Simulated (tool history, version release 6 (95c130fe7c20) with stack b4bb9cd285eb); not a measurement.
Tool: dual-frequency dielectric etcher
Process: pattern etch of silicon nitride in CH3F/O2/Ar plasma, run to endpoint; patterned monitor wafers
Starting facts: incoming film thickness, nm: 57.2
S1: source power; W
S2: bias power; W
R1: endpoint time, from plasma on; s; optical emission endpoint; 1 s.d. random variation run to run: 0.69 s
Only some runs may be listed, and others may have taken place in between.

run 1 day=0 | S1=370 S2=71 | R1=86.507
run 2 day=0.088 | S1=370 S2=65 | R1=89.541
run 3 day=0.362 | S1=330 S2=60 | R1=96.067
run 4 day=0.412 | S1=370 S2=60 | R1=92.315
run 5 day=0.779 | S1=330 S2=60 | R1=96.688
run 6 day=1.017 | S1=330 S2=66 | R1=93.343
run 7 day=1.038 | S1=300 S2=62 | R1=98.966
run 8 day=1.308 | S1=280 S2=60 | R1=104

Expected results for the next run?
run 9 day=1.629 | S1=270 S2=60 | R1=?

Run 9 measured R1 104.57 s.
